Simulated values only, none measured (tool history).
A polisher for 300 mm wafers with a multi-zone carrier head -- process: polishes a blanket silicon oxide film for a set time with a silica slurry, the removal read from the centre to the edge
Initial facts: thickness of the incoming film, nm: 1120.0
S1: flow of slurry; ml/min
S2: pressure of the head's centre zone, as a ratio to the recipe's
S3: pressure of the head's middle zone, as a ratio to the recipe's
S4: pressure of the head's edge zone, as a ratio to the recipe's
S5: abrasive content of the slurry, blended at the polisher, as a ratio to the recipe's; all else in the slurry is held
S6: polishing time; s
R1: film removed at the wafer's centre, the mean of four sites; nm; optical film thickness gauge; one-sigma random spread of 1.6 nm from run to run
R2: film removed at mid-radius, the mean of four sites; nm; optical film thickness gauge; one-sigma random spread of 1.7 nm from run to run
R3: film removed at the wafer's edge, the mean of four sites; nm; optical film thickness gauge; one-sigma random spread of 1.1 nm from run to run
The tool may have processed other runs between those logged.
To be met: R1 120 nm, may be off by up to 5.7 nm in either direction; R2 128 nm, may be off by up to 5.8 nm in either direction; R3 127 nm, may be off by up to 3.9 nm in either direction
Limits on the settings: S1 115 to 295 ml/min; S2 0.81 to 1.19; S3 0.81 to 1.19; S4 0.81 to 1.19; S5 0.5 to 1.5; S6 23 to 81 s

run,hour,S1,S2,S3,S4,S5,S6,R1,R2,R3
1,0,190,1,1,1,1,52,136.78,137.22,144.64
2,6,185,0.99,1,0.99,1,52,133.98,140.15,140.24
3,9.7,185,0.99,1,0.99,1,63,164.75,168.55,172.49
4,11,180,0.98,0.99,0.98,0.95,63,158.47,166.2,167.01
5,17.9,180,0.98,0.94,0.98,0.95,63,161.39,158.07,169.31
6,19.5,180,1.05,0.94,0.98,0.95,63,168.89,161.14,169.04
7,20.6,175,1.04,0.94,0.97,0.9,63,163.13,152.58,163.39
8,28.2,170,1.03,0.95,0.96,0.85,63,157.11,149.65,155.66
9,34.9,165,1.01,0.95,0.95,0.85,63,157.24,149.01,157.47

Of the 4 settings listed for the next run, only one would bring every result within its allowed miss of target. Which one?
A,41.6,165,0.84,0.91,1.07,0.95,51,?,?,?
B,41.6,135,0.89,0.81,1.09,0.85,65,?,?,?
C,41.6,175,1.07,1.19,0.81,0.85,54,?,?,?
D,41.6,170,0.95,1.02,0.96,1,47,?,?,?

move,R1,R2,R3
A,114.86,126.63,139.22
B,140.75,135.8,167.37
C,140.74,162.1,125.99
D,118.93,131.61,125.24
A: closer than the last run, but not yet in spec
B: further off than the last run
C: the worst result of the last run now meets its target, but another is out of spec
D: in spec on every target
Answer: D

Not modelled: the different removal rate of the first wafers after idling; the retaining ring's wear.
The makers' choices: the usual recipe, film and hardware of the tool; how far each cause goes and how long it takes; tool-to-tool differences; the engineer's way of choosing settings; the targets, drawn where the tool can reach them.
